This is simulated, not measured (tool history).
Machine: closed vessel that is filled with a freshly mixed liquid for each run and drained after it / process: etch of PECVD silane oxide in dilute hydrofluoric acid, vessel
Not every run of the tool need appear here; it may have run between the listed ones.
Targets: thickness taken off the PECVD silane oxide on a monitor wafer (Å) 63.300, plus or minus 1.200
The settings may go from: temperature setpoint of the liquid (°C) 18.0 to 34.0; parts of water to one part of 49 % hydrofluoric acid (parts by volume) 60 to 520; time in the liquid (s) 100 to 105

run  hour  temperature setpoint of the liquid (°C)  parts of water to one part of 49 % hydrofluoric acid (parts by volume)  time in the liquid (s)  thickness taken off the PECVD silane oxide on a monitor wafer (Å)
  1   0.0                                     26.0                                                                     290                     100                                                            164.650
  2   4.7                                     23.0                                                                     290                     100                                                            148.330
  3   8.2                                     23.0                                                                     215                     100                                                            214.070
  4  15.6                                     23.0                                                                     160                     100                                                            306.270
  5  24.1                                     22.0                                                                     220                     100                                                            201.130
  6  30.0                                     22.0                                                                     220                     105                                                            212.570
  7  37.9                                     21.0                                                                     265                     105                                                            161.510
  8  40.0                                     21.0                                                                     265                     105                                                            161.800
  9  41.1                                     20.5                                                                     300                     105                                                            136.350
 10  42.9                                     20.0                                                                     330                     105                                                            118.850
     51.7  -- hydrofluoric acid flow meter replaced
 11  51.7                                     19.5                                                                     360                     105                                                             92.844
 12  52.8                                     19.0                                                                     375                     105                                                             86.047
 13  61.6                                     19.0                                                                     385                     105                                                             83.273
 14  68.9                                     19.0                                                                     395                     105                                                             80.631
 15  77.1                                     19.0                                                                     405                     105                                                             78.223
 16  81.3                                     19.0                                                                     415                     105                                                             75.833

Below are 5 possible settings for the next run. Only one of them brings all results inside the allowed miss of their targets. Which is it?
  A  85.5                                     18.0                                                                     425                     100                                                                  ?
  B  85.5                                     19.5                                                                     460                     100                                                                  ?
  C  85.5                                     20.5                                                                     460                     100                                                                  ?
  D  85.5                                     20.5                                                                     455                     100                                                                  ?
  E  85.5                                     22.0                                                                     465                     100                                                                  ?

move  thickness taken off the PECVD silane oxide on a monitor wafer (Å)
   A                                                             67.257
   B                                                             63.682
   C                                                             65.865
   D                                                             66.856
   E                                                             68.194
A: nearer than the last run, and not there yet
B: every result lands within tolerance
C: nearer than the last run, and not there yet
D: nearer than the last run, and not there yet
E: nearer than the last run, and not there yet
Answer: B
